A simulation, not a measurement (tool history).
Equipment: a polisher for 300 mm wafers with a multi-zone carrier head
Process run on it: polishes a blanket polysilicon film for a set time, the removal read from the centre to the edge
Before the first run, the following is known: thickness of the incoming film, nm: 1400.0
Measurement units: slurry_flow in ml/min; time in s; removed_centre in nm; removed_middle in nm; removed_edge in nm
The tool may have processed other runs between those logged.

| run | hour | slurry_flow | centre_zone | middle_zone | edge_zone | time | removed_centre | removed_middle | removed_edge |
|---|---|---|---|---|---|---|---|---|---|
| 1 | 0 | 195 | 1 | 1 | 1 | 45 | 428.18 | 415.83 | 417.39 |
| 2 | 8.3 | 185 | 0.98 | 0.98 | 1.01 | 45 | 416.98 | 406.25 | 407.22 |
| 3 | 13.9 | 215 | 0.98 | 0.98 | 1.01 | 45 | 418.97 | 419.86 | 422.83 |
| 4 | 21.2 | 215 | 1.04 | 0.98 | 1.01 | 45 | 454.46 | 414.3 | 416.88 |
| 5 | 29.1 | 200 | 1.01 | 0.96 | 1.03 | 45 | 429.55 | 405.27 | 426.24 |
| 6 | 37.9 | 190 | 0.99 | 0.95 | 1.03 | 45 | 425.27 | 400.37 | 416.24 |
| 7 | 44.5 | 190 | 0.99 | 0.95 | 1.03 | 45 | 410.91 | 403.11 | 423.38 |

Run 8 comes next. What will it give?
| 8 | 52.7 | 190 | 0.99 | 0.95 | 1.03 | 45 | ? | ? | ? |

removed_centre: 421.74 nm
removed_middle: 403.06 nm
removed_edge: 425.12 nm

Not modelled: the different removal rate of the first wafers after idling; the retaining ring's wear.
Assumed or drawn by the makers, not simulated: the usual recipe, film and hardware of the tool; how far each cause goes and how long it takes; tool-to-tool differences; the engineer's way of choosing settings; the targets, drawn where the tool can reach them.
